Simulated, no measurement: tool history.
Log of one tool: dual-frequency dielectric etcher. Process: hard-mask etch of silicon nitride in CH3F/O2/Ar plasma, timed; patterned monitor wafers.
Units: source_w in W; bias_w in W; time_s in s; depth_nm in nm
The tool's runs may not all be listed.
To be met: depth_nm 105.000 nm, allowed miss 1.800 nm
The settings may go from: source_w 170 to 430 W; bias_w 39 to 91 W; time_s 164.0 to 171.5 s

| run | hour | source_w | bias_w | time_s | depth_nm |
|---|---|---|---|---|---|
| 1 | 0.0 | 300 | 65 | 164.0 | 92.109 |
| 2 | 5.7 | 260 | 65 | 164.0 | 86.576 |
| 3 | 11.8 | 260 | 76 | 164.0 | 90.980 |
| 4 | 12.9 | 220 | 76 | 164.0 | 84.337 |
| 5 | 18.4 | 220 | 76 | 164.0 | 84.421 |
| 6 | 19.6 | 250 | 76 | 164.0 | 89.542 |
| 7 | 26.8 | 270 | 77 | 164.0 | 92.932 |
|  | 27.8 | source power generator calibrated |
| 8 | 27.8 | 290 | 77 | 164.0 | 94.191 |
| 9 | 35.7 | 310 | 78 | 164.0 | 97.675 |
| 10 | 42.7 | 320 | 78 | 164.0 | 98.878 |
| 11 | 45.5 | 330 | 78 | 164.0 | 100.180 |

4 next moves are on the table. One of them brings every result within its allowed miss. Which?
| A | 48.3 | 320 | 82 | 171.0 | ? |
| B | 48.3 | 300 | 81 | 169.5 | ? |
| C | 48.3 | 340 | 77 | 164.0 | ? |
| D | 48.3 | 310 | 78 | 169.5 | ? |

| move | depth_nm |
|---|---|
| A | 105.100 |
| B | 101.000 |
| C | 101.400 |
| D | 101.210 |
A: meets every target
B: nearer than the last run, and not there yet
C: nearer than the last run, and not there yet
D: nearer than the last run, and not there yet
The right move is A.
